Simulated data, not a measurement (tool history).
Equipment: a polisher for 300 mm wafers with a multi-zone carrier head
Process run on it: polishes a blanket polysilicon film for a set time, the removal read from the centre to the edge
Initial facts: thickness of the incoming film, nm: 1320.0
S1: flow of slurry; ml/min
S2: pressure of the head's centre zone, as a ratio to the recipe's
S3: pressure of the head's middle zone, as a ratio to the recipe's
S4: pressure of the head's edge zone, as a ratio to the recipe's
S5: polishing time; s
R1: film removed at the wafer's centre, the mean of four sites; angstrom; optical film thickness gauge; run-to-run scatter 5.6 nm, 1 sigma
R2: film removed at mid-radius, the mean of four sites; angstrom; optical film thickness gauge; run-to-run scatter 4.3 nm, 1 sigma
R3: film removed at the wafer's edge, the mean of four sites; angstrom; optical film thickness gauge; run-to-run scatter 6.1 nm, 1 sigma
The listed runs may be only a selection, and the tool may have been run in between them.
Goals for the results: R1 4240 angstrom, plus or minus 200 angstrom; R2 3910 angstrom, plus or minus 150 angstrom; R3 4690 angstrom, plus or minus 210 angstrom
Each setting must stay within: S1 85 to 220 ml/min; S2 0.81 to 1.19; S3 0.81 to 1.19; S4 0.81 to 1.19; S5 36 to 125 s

run  hour   S1    S2    S3    S4  S5      R1      R2      R3
  1     0  140     1     1     1  80  3093.6  3181.4  3365.7
  2   7.5  150  1.02  0.98  1.05  86  3522.1  3426.1  3678.3
  3  12.2  150     1  0.95  1.08  92  3766.2  3590.2  4043.1
  4    20  150  0.93  0.95  1.08  92  3454.4  3615.1  4066.1
  5  27.7  160  0.94  0.93  1.11  94  3648.1  3696.8  4261.6
  6    32  160  0.86  0.93  1.11  94    3259  3706.9  4186.7
  7    39  170   0.9  0.92  1.13  95  3575.3  3697.7  4298.1
  8  41.7  170  0.92  0.92  1.14  97  3729.3  3785.1  4580.5
  9  43.1  180  0.94  0.92  1.13  97  3778.1  3859.7  4394.7
 10  44.2  175  0.96  0.92  1.14  98  3961.2  3759.8  4512.6

Below are 4 possible settings for the next run. Only one of them brings all results inside the allowed miss of their targets. Which is it?
  A  45.3  135     1  0.85  1.19  104   ?   ?   ?
  B  45.3  200  0.87  0.97  1.07   94   ?   ?   ?
  C  45.3  170  0.99   0.9  1.13  103   ?   ?   ?
  D  45.3  155  0.92  1.01  1.19   91   ?   ?   ?

move      R1      R2      R3
   A    4089  3607.7    4763
   B  3501.2  3927.2    4292
   C  4228.5  3924.8  4740.6
   D  3402.8  3752.8  4242.4
A: the furthest-off result lands on target, but another misses its tolerance
B: moves away from the targets compared with the last run
C: in spec on every target
D: moves away from the targets compared with the last run
C meets every target.

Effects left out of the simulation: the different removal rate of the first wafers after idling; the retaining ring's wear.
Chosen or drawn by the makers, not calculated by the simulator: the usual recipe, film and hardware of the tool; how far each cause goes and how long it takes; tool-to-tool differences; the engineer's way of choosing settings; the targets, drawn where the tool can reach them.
